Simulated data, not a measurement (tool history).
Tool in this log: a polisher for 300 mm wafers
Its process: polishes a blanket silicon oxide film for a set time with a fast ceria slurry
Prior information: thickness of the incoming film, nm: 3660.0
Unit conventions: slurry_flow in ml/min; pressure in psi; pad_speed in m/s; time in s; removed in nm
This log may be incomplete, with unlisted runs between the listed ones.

run,hour,slurry_flow,pressure,pad_speed,time,removed
1,0,290,2.7,0.8,63,573.46
2,5.8,290,2.7,0.9,63,653.22
3,7.1,290,2.8,0.9,63,683.89
4,15.4,290,2.8,0.9,67,697.67
5,21.6,290,2.8,0.8,67,637.49
6,27.4,290,2.8,0.8,67,634.78
7,28.8,290,2.9,0.8,67,670.73
8,33.2,290,2.9,0.8,67,674.03

Run 9 has not been measured yet. What should we expect?
9,39.3,290,3,0.8,67,?

removed: 673.97 nm

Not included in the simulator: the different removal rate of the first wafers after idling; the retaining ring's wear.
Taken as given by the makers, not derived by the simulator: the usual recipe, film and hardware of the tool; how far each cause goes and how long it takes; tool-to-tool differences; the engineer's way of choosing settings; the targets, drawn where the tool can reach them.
